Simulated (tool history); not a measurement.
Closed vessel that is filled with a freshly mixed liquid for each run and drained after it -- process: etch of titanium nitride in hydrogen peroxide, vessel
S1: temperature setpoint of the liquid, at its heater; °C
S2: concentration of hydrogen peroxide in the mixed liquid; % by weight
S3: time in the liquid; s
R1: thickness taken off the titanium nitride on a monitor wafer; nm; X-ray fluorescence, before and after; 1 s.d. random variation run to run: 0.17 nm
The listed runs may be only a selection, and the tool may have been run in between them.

run 1 hour=0 | S1=46 S2=16.5 S3=515 | R1=18.239
run 2 hour=4.5 | S1=46 S2=16.5 S3=550 | R1=19.519
run 3 hour=10.6 | S1=47.5 S2=16.5 S3=550 | R1=21.671
run 4 hour=11.7 | S1=49 S2=16.5 S3=550 | R1=24.327
run 5 hour=19.4 | S1=49 S2=14 S3=550 | R1=23.518
run 6 hour=24.8 | S1=50 S2=14 S3=550 | R1=25.294

Forecast run 7:
run 7 hour=33 | S1=50.5 S2=14 S3=550 | R1=?

Run 7 came out at R1 25.957 nm.
